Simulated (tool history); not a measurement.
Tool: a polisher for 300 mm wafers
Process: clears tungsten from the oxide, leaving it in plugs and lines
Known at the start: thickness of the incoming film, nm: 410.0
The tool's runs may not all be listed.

| run | day | flow of slurry (ml/min) | pressure of the wafer on the pad (psi) | speed of the pad under the wafer (m/s) | abrasive content of the slurry | overpolish time after the end point (s) | time until the end point was called (s) |
|---|---|---|---|---|---|---|---|
| 1 | 0 | 255 | 3.6 | 1.42 | 1 | 3 | 63.784 |
| 2 | 0.088 | 300 | 3.6 | 1.42 | 1 | 3 | 62.103 |
| 3 | 0.383 | 300 | 3.8 | 1.44 | 1 | 3 | 57.156 |
| 4 | 0.596 | 300 | 4 | 1.44 | 1 | 3 | 53.638 |
| 5 | 0.917 | 300 | 4.1 | 1.44 | 1 | 3 | 53.695 |
| 6 | 1.117 | 300 | 4.2 | 1.44 | 1 | 3 | 52.013 |
| 7 | 1.325 | 300 | 4.3 | 1.44 | 1 | 3 | 50.427 |
| 8 | 1.596 | 300 | 4.4 | 1.44 | 1 | 3 | 47.804 |

Forecast run 9:
| 9 | 1.95 | 300 | 4.5 | 1.44 | 1 | 3 | ? |

{"run 9": {"time until the end point was called (s)": 48.693}}

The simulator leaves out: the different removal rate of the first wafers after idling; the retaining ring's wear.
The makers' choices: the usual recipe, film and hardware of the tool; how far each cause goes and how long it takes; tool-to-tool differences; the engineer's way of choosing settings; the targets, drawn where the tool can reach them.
